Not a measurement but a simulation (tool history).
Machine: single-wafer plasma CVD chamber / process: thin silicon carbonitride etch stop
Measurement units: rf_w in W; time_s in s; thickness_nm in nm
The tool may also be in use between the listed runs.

run	day	rf_w	time_s	thickness_nm
1	0.000	215	8.70	4.6695
2	0.217	215	7.77	4.1956
3	0.450	215	6.91	3.7175
4	0.812	200	6.91	3.6467
5	0.892	205	7.35	3.8943
6	0.967	210	7.74	4.1395
7	1.250	245	9.13	5.1294
8	1.475	250	9.31	5.2732
9	1.746	250	9.47	5.3274
10	2.117	250	9.62	5.4374
# day 2.371: RF generator calibrated
11	2.371	250	9.75	5.6454
12	2.425	250	9.84	5.6659
13	2.550	250	9.93	5.7628
14	2.792	250	10.01	5.7517

Run 15, settings as shown, results not yet in. Your forecast:
15	2.933	250	10.09	?

Run 15 yielded thickness_nm 5.8593 nm.
